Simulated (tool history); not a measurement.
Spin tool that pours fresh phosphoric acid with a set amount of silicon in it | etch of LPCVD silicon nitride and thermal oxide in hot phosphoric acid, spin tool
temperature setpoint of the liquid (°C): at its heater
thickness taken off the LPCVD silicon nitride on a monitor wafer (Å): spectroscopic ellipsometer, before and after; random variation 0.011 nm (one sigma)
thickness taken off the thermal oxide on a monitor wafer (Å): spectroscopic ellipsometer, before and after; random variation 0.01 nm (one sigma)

run  hour  temperature setpoint of the liquid (°C)  silicon dissolved in the acid as it is poured (mg a litre)  time under the liquid (s)  thickness taken off the LPCVD silicon nitride on a monitor wafer (Å)  thickness taken off the thermal oxide on a monitor wafer (Å)
  1     0                                      160                                                        13.5                         75                                                                63.319                                                        1.3733
  2   5.5                                      160                                                         9.5                         75                                                                63.129                                                        1.4373
  3  13.7                                      160                                                         9.5                        100                                                                83.762                                                        2.1262
  4  21.1                                    159.5                                                           8                         85                                                                70.106                                                        1.7011
  5  29.5                                    159.5                                                           8                        115                                                                95.047                                                        2.1418
  6  30.1                                      159                                                           8                         95                                                                77.472                                                         2.202
  7  33.1                                    158.5                                                        11.5                         80                                                                63.605                                                        1.6193
  8    34                                      158                                                        13.5                         70                                                                55.234                                                       0.86738
  9  36.8                                      158                                                        11.5                         60                                                                46.864                                                        1.0585
 10  44.4                                    157.5                                                        11.5                         55                                                                42.657                                                       0.83502
 11  51.9                                    156.5                                                           4                         30                                                                22.402                                                       0.60471
 12  59.5                                    157.5                                                         4.5                         30                                                                23.131                                                       0.61747

The next listed run, before its measurement:
 13  68.1                                      159                                                         5.5                         30                                                                     ?                                                             ?

Run 13 gave thickness taken off the LPCVD silicon nitride on a monitor wafer (Å) 24.413, thickness taken off the thermal oxide on a monitor wafer (Å) 0.51733.

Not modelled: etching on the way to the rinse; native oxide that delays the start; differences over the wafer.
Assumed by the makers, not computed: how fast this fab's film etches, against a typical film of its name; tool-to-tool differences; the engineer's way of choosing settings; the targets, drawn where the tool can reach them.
